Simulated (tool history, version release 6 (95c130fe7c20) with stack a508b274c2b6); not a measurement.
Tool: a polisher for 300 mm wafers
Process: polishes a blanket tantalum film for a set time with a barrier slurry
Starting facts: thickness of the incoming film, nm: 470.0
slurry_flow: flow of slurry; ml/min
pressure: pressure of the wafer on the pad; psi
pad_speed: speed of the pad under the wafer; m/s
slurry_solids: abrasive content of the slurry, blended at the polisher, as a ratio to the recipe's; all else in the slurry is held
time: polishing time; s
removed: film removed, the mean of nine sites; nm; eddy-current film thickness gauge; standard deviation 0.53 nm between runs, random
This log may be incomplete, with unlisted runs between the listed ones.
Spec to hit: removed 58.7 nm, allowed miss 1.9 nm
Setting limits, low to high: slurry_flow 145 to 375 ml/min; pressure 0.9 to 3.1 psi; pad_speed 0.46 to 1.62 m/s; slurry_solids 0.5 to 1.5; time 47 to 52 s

run,hour,slurry_flow,pressure,pad_speed,slurry_solids,time,removed
1,0,240,2,1.04,1,52,76.862
2,9,240,2,1.12,1,52,81.005
3,12.9,290,2,1.12,1,52,82.051
4,18.1,290,2,1.12,1,52,84.468
5,21.4,340,2,1.12,1,52,83.652
# hour 27.1: worn pad replaced by a new one
6,27.1,375,2,1.12,1,52,96.487
7,35.2,315,1.9,1.12,1,52,89.381
8,36,280,2,1.02,1,52,87.042
9,42.6,250,1.7,1.04,1,52,74.409
10,47.4,230,1.5,1.02,1,52,65.194

Which of these 5 next moves meets every target?
A,52.2,230,1.1,1.08,1.4,51,?
B,52.2,250,1.6,0.94,0.8,48,?
C,52.2,245,1.5,1.02,1,47,?
D,52.2,225,1.3,1.06,0.95,50,?
E,52.2,225,1.8,1.08,1,49,?

move,removed
A,53.757
B,55.343
C,58.538
D,54.581
E,75.471
A: takes the result that was furthest off past its target
B: takes the result that was furthest off past its target
C: hits every target within its allowed miss
D: takes the result that was furthest off past its target
E: moves away from the targets compared with the last run
Answer: C
